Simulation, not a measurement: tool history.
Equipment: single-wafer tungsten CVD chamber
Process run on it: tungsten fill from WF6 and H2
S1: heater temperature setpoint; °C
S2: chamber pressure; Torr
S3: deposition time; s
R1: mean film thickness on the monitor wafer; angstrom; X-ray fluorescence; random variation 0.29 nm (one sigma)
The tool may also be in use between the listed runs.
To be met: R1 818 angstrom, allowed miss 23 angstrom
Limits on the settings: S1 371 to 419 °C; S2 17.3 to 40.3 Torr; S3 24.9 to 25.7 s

run,hour,S1,S2,S3,R1
1,0,395,28.8,24.9,672.77
2,6.1,396,28.9,24.9,681.82
3,13.5,396,28.9,25.7,702.26
4,20.7,397,29,25.7,718.13
5,28.7,398,29,25.7,729.16
6,33.4,398,27.2,25.7,704.77
7,38.6,399,27.2,25.7,718.93
8,44.2,400,27.2,25.7,727.68
9,50.2,401,27.2,25.7,738.37
10,56.6,402,27.2,25.7,749.92
11,59.8,403,27.2,25.7,766.27
12,64.8,405,27.3,25.7,791.31

Of the 4 settings listed for the next run, only one would bring every result within its allowed miss of target. Which one?
A,69.8,403,26.3,25.5,?
B,69.8,410,27.6,25.7,?
C,69.8,407,25.6,24.9,?
D,69.8,403,30.6,25.7,?

move,R1
A,751.33
B,863.71
C,771.8
D,811.03
A: its largest miss is bigger than the last run's
B: takes the biggest miss from the last run beyond its target
C: its largest miss is bigger than the last run's
D: all results land within tolerance of their targets
The right move is D.

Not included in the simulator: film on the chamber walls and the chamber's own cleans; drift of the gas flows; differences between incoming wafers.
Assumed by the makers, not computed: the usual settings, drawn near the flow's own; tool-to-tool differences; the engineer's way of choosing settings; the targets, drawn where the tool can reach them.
